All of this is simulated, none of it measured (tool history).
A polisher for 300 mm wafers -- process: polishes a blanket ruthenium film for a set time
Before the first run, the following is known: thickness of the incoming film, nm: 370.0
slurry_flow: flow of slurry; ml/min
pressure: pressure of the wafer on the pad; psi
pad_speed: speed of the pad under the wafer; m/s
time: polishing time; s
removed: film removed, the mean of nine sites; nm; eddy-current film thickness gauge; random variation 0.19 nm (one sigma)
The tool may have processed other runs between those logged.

| run | hour | slurry_flow | pressure | pad_speed | time | removed |
|---|---|---|---|---|---|---|
| 1 | 0.0 | 220 | 2.5 | 0.96 | 28 | 39.852 |
| 2 | 1.6 | 215 | 2.3 | 0.96 | 28 | 36.824 |
| 3 | 2.9 | 245 | 2.3 | 0.96 | 28 | 37.746 |
| 4 | 5.1 | 245 | 2.3 | 1.06 | 28 | 41.859 |
| 5 | 8.3 | 245 | 1.8 | 1.06 | 28 | 33.993 |
| 6 | 9.8 | 235 | 1.7 | 1.06 | 28 | 32.278 |
| 7 | 11.7 | 230 | 1.7 | 1.06 | 28 | 32.243 |

Expected results for the next run?
| 8 | 17.8 | 225 | 1.7 | 1.06 | 28 | ? |

{"run 8": {"removed": 32.547}}
